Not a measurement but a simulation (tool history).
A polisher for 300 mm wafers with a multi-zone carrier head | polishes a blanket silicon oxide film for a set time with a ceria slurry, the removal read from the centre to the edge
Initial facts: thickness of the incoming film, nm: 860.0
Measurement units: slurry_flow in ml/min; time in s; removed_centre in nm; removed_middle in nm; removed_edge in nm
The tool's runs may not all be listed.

{"run": 1, "hour": 0.0, "slurry_flow": 250, "centre_zone": 1.0, "middle_zone": 1.0, "edge_zone": 1.0, "time": 68, "removed_centre": 337.4, "removed_middle": 354.49, "removed_edge": 336.73}
{"run": 2, "hour": 5.4, "slurry_flow": 250, "centre_zone": 1.0, "middle_zone": 1.0, "edge_zone": 0.94, "time": 68, "removed_centre": 339.42, "removed_middle": 352.34, "removed_edge": 328.7}
{"run": 3, "hour": 9.4, "slurry_flow": 255, "centre_zone": 1.01, "middle_zone": 1.01, "edge_zone": 0.96, "time": 69, "removed_centre": 349.06, "removed_middle": 359.08, "removed_edge": 341.07}
{"run": 4, "hour": 17.1, "slurry_flow": 265, "centre_zone": 1.02, "middle_zone": 1.03, "edge_zone": 0.96, "time": 69, "removed_centre": 349.33, "removed_middle": 372.5, "removed_edge": 333.74}
{"run": 5, "hour": 23.6, "slurry_flow": 265, "centre_zone": 1.02, "middle_zone": 1.03, "edge_zone": 0.9, "time": 69, "removed_centre": 351.17, "removed_middle": 370.11, "removed_edge": 327.2}
{"run": 6, "hour": 25.8, "slurry_flow": 305, "centre_zone": 1.02, "middle_zone": 1.03, "edge_zone": 0.9, "time": 69, "removed_centre": 354.39, "removed_middle": 366.23, "removed_edge": 330.6}
{"run": 7, "hour": 29.1, "slurry_flow": 305, "centre_zone": 1.03, "middle_zone": 1.04, "edge_zone": 0.92, "time": 70, "removed_centre": 367.5, "removed_middle": 378.14, "removed_edge": 337.57}
{"run": 8, "hour": 33.8, "slurry_flow": 305, "centre_zone": 1.04, "middle_zone": 1.04, "edge_zone": 0.94, "time": 71, "removed_centre": 379.37, "removed_middle": 384.48, "removed_edge": 348.42}

The next listed run, before its measurement:
{"run": 9, "hour": 35.5, "slurry_flow": 305, "centre_zone": 1.04, "middle_zone": 1.05, "edge_zone": 0.96, "time": 71, "removed_centre": "?", "removed_middle": "?", "removed_edge": "?"}

removed_centre: 374.38 nm
removed_middle: 380.53 nm
removed_edge: 347.42 nm
